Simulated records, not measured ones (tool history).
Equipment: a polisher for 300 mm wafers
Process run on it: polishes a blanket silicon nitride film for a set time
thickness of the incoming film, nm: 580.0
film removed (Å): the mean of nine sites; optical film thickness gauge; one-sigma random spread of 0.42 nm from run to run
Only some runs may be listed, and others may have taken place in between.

run    day  flow of slurry (ml/min)  pressure of the wafer on the pad (psi)  speed of the pad under the wafer (m/s)  polishing time (s)  film removed (Å)
  1  0.000                      280                                     2.5                                    1.18                  65            724.56
  2  0.046                      325                                     2.5                                    1.18                  65            742.72
  3  0.346                      325                                     2.5                                    0.90                  65            640.92
  4  0.379                      325                                     2.8                                    0.90                  65            703.79
  5  0.479                      375                                     2.8                                    0.90                  65            722.26
  6  0.629                      375                                     2.6                                    0.90                  65            673.60
  7  0.817                      375                                     2.6                                    0.90                  65            664.97

What will run 8 give?
  8  0.896                      375                                     2.6                                    0.90                  65                 ?

{"run 8": {"film removed (Å)": 671.64}}
